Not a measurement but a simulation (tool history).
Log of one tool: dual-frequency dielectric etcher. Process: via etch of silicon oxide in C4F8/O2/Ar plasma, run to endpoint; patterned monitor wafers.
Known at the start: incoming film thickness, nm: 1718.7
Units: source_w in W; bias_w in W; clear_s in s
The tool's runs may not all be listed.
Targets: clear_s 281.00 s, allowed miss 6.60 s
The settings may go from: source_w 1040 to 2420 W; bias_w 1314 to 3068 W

run	day	source_w	bias_w	clear_s
1	0.000	1730	2191	321.24
2	0.321	1730	1935	332.81
3	0.579	1730	2253	318.14
4	0.954	1860	2301	307.97
5	0.988	1960	2343	300.74
6	1.038	1960	2563	295.65
7	1.167	2020	2591	289.42
8	1.471	2050	2606	286.98

Which of these 4 next moves meets every target?
A	1.775	2050	2499	?
B	1.775	1980	2494	?
C	1.775	1990	2555	?
D	1.775	2130	2756	?

move	clear_s
A	289.91
B	293.43
C	290.78
D	277.75
A: further off than the last run
B: further off than the last run
C: further off than the last run
D: meets every target
Answer: D
